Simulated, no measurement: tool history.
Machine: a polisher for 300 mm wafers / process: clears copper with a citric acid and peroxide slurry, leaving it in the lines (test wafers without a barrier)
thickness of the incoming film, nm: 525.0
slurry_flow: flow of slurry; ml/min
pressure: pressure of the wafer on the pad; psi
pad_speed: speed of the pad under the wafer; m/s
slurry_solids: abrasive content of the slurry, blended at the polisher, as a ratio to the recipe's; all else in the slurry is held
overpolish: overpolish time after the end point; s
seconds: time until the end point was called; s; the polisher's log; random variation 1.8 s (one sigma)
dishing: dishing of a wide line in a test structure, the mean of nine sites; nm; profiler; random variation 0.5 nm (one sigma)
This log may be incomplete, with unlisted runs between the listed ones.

run 1 day=0.000 | slurry_flow=250 pressure=3.3 pad_speed=1.34 slurry_solids=1.0 overpolish=22 | seconds=134.64 dishing=28.946
run 2 day=0.125 | slurry_flow=250 pressure=3.3 pad_speed=1.06 slurry_solids=1.0 overpolish=22 | seconds=167.33 dishing=26.253
run 3 day=0.496 | slurry_flow=250 pressure=3.3 pad_speed=1.30 slurry_solids=1.0 overpolish=22 | seconds=140.94 dishing=28.628
run 4 day=0.525 | slurry_flow=250 pressure=3.5 pad_speed=1.30 slurry_solids=1.0 overpolish=21 | seconds=134.62 dishing=28.326
run 5 day=0.754 | slurry_flow=270 pressure=3.5 pad_speed=1.30 slurry_solids=1.0 overpolish=21 | seconds=135.27 dishing=28.883
run 6 day=1.000 | slurry_flow=270 pressure=3.5 pad_speed=1.30 slurry_solids=0.8 overpolish=21 | seconds=134.51 dishing=27.436

Run 7 is up next; what results do you expect?
run 7 day=1.058 | slurry_flow=270 pressure=3.7 pad_speed=1.32 slurry_solids=0.8 overpolish=20 | seconds=? dishing=?

{"run 7": {"seconds": 125.66, "dishing": 28.496}}
